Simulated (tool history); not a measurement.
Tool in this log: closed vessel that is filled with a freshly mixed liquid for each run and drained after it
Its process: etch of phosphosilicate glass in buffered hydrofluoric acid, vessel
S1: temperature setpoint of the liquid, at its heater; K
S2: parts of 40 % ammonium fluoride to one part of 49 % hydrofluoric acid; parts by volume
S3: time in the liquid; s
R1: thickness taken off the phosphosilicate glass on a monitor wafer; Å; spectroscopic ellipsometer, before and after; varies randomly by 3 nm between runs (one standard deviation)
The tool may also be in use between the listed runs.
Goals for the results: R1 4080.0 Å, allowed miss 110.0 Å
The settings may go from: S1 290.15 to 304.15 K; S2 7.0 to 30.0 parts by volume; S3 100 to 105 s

run	day	S1	S2	S3	R1
1	0.000	296.15	20.0	100	1633.7
2	0.067	296.15	16.5	100	1991.5
3	0.242	298.15	15.0	100	2428.2
4	0.471	299.65	14.0	100	2866.4
5	0.592	299.65	18.5	100	2185.3
6	0.850	300.65	16.5	100	2545.9
7	1.104	301.65	15.0	100	2929.5
8	1.133	302.15	14.0	100	3215.1
9	1.408	302.65	13.5	100	3467.0
10	1.492	303.15	13.0	100	3668.9
11	1.775	304.15	11.5	100	4289.8
12	2.058	303.65	11.5	100	4257.1
13	2.129	303.65	11.5	100	4321.9

Of the 5 settings listed for the next run, only one would bring every result within its allowed miss of target. Which one?
A	2.200	304.15	11.0	100	?
B	2.200	303.65	12.0	100	?
C	2.200	302.65	10.5	100	?
D	2.200	303.15	11.0	100	?
E	2.200	304.15	12.0	105	?

move	R1
A	4517.6
B	4043.5
C	4369.6
D	4287.4
E	4358.0
A: further off than the last run
B: all results land within tolerance of their targets
C: further off than the last run
D: an improvement on the last run, though not all results are within tolerance
E: further off than the last run
B meets every target.
